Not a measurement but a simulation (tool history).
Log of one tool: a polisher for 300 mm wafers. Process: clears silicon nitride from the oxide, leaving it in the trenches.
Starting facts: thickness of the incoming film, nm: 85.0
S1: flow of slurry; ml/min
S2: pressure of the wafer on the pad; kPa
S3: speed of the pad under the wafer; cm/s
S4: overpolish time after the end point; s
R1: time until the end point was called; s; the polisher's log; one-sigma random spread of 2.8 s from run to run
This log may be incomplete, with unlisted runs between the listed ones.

{"run": 1, "day": 0.0, "S1": 245, "S2": 15.9, "S3": 94, "S4": 3, "R1": 104.69}
{"run": 2, "day": 0.308, "S1": 245, "S2": 13.1, "S3": 92, "S4": 3, "R1": 129.08}
{"run": 3, "day": 0.346, "S1": 220, "S2": 13.1, "S3": 92, "S4": 3, "R1": 132.96}
{"run": 4, "day": 0.533, "S1": 220, "S2": 13.1, "S3": 112, "S4": 3, "R1": 108.16}
{"run": 5, "day": 0.608, "S1": 220, "S2": 16.5, "S3": 112, "S4": 3, "R1": 85.959}
{"run": 6, "day": 0.638, "S1": 215, "S2": 13.8, "S3": 108, "S4": 3, "R1": 106.82}

What will run 7 give?
{"run": 7, "day": 0.683, "S1": 215, "S2": 11.7, "S3": 106, "S4": 3, "R1": "?"}

Run 7 produced R1 128.020 s.

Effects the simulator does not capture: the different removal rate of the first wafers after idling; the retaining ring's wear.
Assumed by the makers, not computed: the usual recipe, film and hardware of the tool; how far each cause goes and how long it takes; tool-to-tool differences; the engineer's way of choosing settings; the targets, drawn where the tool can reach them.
